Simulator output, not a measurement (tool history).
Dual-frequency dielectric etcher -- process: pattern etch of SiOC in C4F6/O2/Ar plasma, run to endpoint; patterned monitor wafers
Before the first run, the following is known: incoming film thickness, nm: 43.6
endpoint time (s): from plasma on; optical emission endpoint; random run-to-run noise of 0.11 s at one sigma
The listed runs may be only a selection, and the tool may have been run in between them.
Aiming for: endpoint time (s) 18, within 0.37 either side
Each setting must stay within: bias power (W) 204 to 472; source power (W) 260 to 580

run 1 day=0 | bias_power_(W)=338 source_power_(W)=420 | endpoint_time_(s)=15.848
run 2 day=0.354 | bias_power_(W)=304 source_power_(W)=410 | endpoint_time_(s)=16.645
run 3 day=0.667 | bias_power_(W)=333 source_power_(W)=410 | endpoint_time_(s)=15.952
run 4 day=0.7 | bias_power_(W)=371 source_power_(W)=410 | endpoint_time_(s)=15.248
run 5 day=0.75 | bias_power_(W)=371 source_power_(W)=380 | endpoint_time_(s)=15.463
run 6 day=0.954 | bias_power_(W)=415 source_power_(W)=380 | endpoint_time_(s)=14.972
run 7 day=1.133 | bias_power_(W)=364 source_power_(W)=360 | endpoint_time_(s)=16.057
run 8 day=1.471 | bias_power_(W)=336 source_power_(W)=350 | endpoint_time_(s)=16.997
-- day=1.779 bias power generator calibrated
run 9 day=1.779 | bias_power_(W)=323 source_power_(W)=350 | endpoint_time_(s)=16.983
run 10 day=1.846 | bias_power_(W)=309 source_power_(W)=350 | endpoint_time_(s)=17.506
run 11 day=1.946 | bias_power_(W)=303 source_power_(W)=350 | endpoint_time_(s)=17.734

Of the 5 settings listed for the next run, only one would bring every result within its allowed miss of target. Which one?
run A day=2.046 | bias_power_(W)=294 source_power_(W)=350 | endpoint_time_(s)=?
run B day=2.046 | bias_power_(W)=283 source_power_(W)=390 | endpoint_time_(s)=?
run C day=2.046 | bias_power_(W)=314 source_power_(W)=350 | endpoint_time_(s)=?
run D day=2.046 | bias_power_(W)=311 source_power_(W)=360 | endpoint_time_(s)=?
run E day=2.046 | bias_power_(W)=298 source_power_(W)=370 | endpoint_time_(s)=?

move=A endpoint_time_(s)=18
move=B endpoint_time_(s)=17.571
move=C endpoint_time_(s)=17.411
move=D endpoint_time_(s)=17.299
move=E endpoint_time_(s)=17.482
A: in spec on every target
B: further off than the last run
C: further off than the last run
D: further off than the last run
E: further off than the last run
The move that meets every target is A.
